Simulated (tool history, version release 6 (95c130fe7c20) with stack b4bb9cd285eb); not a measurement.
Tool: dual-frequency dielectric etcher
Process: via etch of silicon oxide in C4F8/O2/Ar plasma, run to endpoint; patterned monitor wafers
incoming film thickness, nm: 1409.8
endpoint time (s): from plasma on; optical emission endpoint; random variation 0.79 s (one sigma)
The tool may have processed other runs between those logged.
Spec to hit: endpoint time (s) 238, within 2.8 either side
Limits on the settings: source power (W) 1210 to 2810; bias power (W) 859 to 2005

run  hour  source power (W)  bias power (W)  endpoint time (s)
  1     0              2010            1432             272.34
  2   4.2              2350            1432             255.88
  3  10.9              2080            1432             267.91
  4  18.5              2280            1432             257.41
  5    26              1980            1432             272.94
  6  28.2              1800            1432             282.22
  7  32.2              1800            1432             282.46
  8  37.5              2080            1452             267.99
  9    41              2480            1508             247.62
 10  45.2              2550            1515             244.32
 11  50.5              2590            1519             242.65

Exercise: of the 4 proposed moves below, exactly one satisfies all targets within the stated allowed misses. Which move is it?
  A  55.8              2810            1329                  ?
  B  55.8              2460            1873                  ?
  C  55.8              2810            1459                  ?
  D  55.8              2560            1448                  ?

move  endpoint time (s)
   A             245.03
   B             231.33
   C             238.17
   D             247.13
A: lands further from the targets than the last run did
B: carries the result that was furthest off beyond its target, to the other side
C: all results in spec
D: lands further from the targets than the last run did
Answer: C

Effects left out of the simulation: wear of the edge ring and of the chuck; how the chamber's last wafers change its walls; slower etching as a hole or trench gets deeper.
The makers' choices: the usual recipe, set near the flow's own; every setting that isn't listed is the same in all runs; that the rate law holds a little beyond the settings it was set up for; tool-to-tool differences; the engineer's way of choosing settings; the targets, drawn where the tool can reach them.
